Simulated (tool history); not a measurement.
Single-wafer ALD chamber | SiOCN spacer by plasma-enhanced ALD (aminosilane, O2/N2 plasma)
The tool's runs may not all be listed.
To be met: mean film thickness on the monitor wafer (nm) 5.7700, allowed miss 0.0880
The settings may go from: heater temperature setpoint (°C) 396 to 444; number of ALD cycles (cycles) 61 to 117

run	hour	heater temperature setpoint (°C)	number of ALD cycles (cycles)	mean film thickness on the monitor wafer (nm)
1	0.0	420	89	4.6125
2	8.9	415	89	4.6949
3	16.6	413	91	4.8147
4	20.7	422	91	4.7223
5	23.2	420	93	4.8466
6	25.2	418	95	4.9807
7	30.6	416	96	5.0583
8	33.0	415	97	5.1251

Which of these 4 next moves meets every target?
A	35.4	401	84	?
B	35.4	413	85	?
C	35.4	414	115	?
D	35.4	415	109	?

move	mean film thickness on the monitor wafer (nm)
A	4.5940
B	4.5000
C	6.0714
D	5.7388
A: further off than the last run
B: further off than the last run
C: takes the result that was furthest off past its target
D: meets every target
The right move is D.

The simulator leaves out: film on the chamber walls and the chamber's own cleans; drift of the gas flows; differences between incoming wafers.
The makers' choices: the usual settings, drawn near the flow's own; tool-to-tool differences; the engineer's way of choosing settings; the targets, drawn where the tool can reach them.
